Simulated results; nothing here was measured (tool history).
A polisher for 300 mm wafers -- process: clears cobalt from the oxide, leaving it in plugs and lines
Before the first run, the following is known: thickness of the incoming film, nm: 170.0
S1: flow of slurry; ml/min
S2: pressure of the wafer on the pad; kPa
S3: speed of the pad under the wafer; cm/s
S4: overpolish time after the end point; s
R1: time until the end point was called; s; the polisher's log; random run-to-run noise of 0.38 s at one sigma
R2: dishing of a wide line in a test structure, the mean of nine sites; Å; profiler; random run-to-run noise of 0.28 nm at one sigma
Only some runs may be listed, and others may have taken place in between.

run	hour	S1	S2	S3	S4	R1	R2
1	0.0	280	17.2	76	9	37.177	274.08
2	7.3	235	17.2	76	9	37.148	268.31
3	9.5	235	17.9	76	8	36.191	252.90
4	10.7	235	18.6	76	7	34.444	238.07
5	17.8	235	21.4	76	7	30.320	253.73
6	19.6	235	17.2	76	7	38.049	227.69
7	27.4	235	18.6	76	7	34.195	239.91
8	33.2	235	19.3	76	7	33.703	243.24

Predict the results of run 9:
9	35.8	240	22.1	76	5	?	?

{"run 9": {"R1": 29.201, "R2": 207.62}}
